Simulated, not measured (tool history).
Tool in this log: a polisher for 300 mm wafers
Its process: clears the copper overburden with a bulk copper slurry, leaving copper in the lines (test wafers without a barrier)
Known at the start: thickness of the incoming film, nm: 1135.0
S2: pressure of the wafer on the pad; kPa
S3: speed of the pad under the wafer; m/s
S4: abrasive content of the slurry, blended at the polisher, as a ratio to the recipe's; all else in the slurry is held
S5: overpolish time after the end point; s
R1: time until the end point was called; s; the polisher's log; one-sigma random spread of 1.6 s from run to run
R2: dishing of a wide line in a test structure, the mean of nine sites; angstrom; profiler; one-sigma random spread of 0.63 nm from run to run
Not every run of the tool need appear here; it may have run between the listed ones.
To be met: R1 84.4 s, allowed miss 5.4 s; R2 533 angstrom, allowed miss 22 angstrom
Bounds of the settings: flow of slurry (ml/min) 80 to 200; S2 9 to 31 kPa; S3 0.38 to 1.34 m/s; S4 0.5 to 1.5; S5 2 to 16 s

Run 1, hour 0: flow of slurry (ml/min) 130, S2 20 kPa, S3 0.86 m/s, S4 1, S5 8 s. Result: R1 144.52 s, R2 330.57 angstrom.
Run 2, hour 4.1: flow of slurry (ml/min) 130, S2 20 kPa, S3 0.86 m/s, S4 1, S5 6 s. Result: R1 143.4 s, R2 271.06 angstrom.
Run 3, hour 12.4: flow of slurry (ml/min) 125, S2 23.4 kPa, S3 0.88 m/s, S4 1, S5 7 s. Result: R1 119.71 s, R2 338.86 angstrom.
Run 4, hour 17: flow of slurry (ml/min) 125, S2 23.4 kPa, S3 0.88 m/s, S4 1, S5 9 s. Result: R1 124.45 s, R2 399.34 angstrom.
Run 5, hour 21.9: flow of slurry (ml/min) 130, S2 26.2 kPa, S3 0.88 m/s, S4 1, S5 9 s. Result: R1 109.82 s, R2 433.37 angstrom.
Run 6, hour 26.5: flow of slurry (ml/min) 130, S2 27.6 kPa, S3 0.9 m/s, S4 1, S5 9 s. Result: R1 100.26 s, R2 458.5 angstrom.
Run 7, hour 28.9: flow of slurry (ml/min) 140, S2 31 kPa, S3 0.9 m/s, S4 1, S5 9 s. Result: R1 91.114 s, R2 502.21 angstrom.
Run 8, hour 33.1: flow of slurry (ml/min) 140, S2 31 kPa, S3 0.92 m/s, S4 1, S5 9 s. Result: R1 89.974 s, R2 506.49 angstrom.
Run 9, hour 39.6: flow of slurry (ml/min) 140, S2 31 kPa, S3 0.92 m/s, S4 1, S5 9 s. Result: R1 86.868 s, R2 507.06 angstrom.
Run 10, hour 42.7: flow of slurry (ml/min) 140, S2 31 kPa, S3 0.94 m/s, S4 1, S5 9 s. Result: R1 83.869 s, R2 509.19 angstrom.

Next run, 5 choices. One meets every target within its allowed miss, the rest don't. Which?
Run A, hour 45.8: flow of slurry (ml/min) 150, S2 30.3 kPa, S3 0.96 m/s, S4 0.9, S5 8 s. Result: R1 ?, R2 ?.
Run B, hour 45.8: flow of slurry (ml/min) 80, S2 29.6 kPa, S3 1.04 m/s, S4 1, S5 9 s. Result: R1 ?, R2 ?.
Run C, hour 45.8: flow of slurry (ml/min) 140, S2 29.6 kPa, S3 0.98 m/s, S4 1, S5 8 s. Result: R1 ?, R2 ?.
Run D, hour 45.8: flow of slurry (ml/min) 175, S2 22.1 kPa, S3 1.26 m/s, S4 0.9, S5 9 s. Result: R1 ?, R2 ?.
Run E, hour 45.8: flow of slurry (ml/min) 140, S2 31 kPa, S3 0.94 m/s, S4 1, S5 10 s. Result: R1 ?, R2 ?.

move      R1      R2
   A  85.437  474.82
   B  91.097  488.58
   C  84.189  478.01
   D  86.944  487.79
   E  83.852  541.07
A: lands further from the targets than the last run did
B: lands further from the targets than the last run did
C: lands further from the targets than the last run did
D: lands further from the targets than the last run did
E: every result lands within tolerance
Answer: E

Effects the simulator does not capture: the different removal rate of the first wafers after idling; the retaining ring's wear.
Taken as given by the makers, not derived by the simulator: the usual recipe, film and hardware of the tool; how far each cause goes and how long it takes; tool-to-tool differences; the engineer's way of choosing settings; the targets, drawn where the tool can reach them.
